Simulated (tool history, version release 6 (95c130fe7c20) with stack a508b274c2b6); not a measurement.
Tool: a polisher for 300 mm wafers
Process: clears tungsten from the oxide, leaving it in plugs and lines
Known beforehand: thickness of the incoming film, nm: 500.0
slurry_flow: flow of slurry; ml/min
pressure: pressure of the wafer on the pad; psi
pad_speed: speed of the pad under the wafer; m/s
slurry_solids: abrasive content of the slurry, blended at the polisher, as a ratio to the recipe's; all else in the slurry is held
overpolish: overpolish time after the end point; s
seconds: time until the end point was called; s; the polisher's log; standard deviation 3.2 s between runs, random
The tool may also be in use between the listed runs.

| run | hour | slurry_flow | pressure | pad_speed | slurry_solids | overpolish | seconds |
|---|---|---|---|---|---|---|---|
| 1 | 0 | 125 | 3.3 | 0.9 | 1 | 33 | 126.01 |
| 2 | 1.4 | 120 | 2.9 | 0.86 | 1 | 33 | 149.2 |
| 3 | 3.7 | 115 | 2.6 | 0.84 | 1 | 33 | 167.32 |
| 4 | 9 | 115 | 2.6 | 0.84 | 1.15 | 33 | 167.9 |
| 5 | 9.5 | 115 | 3 | 0.84 | 1.15 | 33 | 146.6 |
| 6 | 14.9 | 100 | 3 | 0.84 | 1.15 | 33 | 149.5 |
|  | 16.8 | slurry blender recalibrated |
| 7 | 16.8 | 100 | 2.6 | 0.82 | 1.15 | 33 | 167.62 |
| 8 | 17.7 | 100 | 2.3 | 0.78 | 1.15 | 33 | 196.78 |
| 9 | 20.8 | 100 | 2.1 | 0.78 | 1.15 | 33 | 206.99 |
| 10 | 27.7 | 100 | 2 | 0.76 | 1.15 | 33 | 222.48 |

Run 11 is up next; what results do you expect?
| 11 | 29.9 | 100 | 1.9 | 0.76 | 1.15 | 33 | ? |

Run 11 came out at seconds 231.53 s.
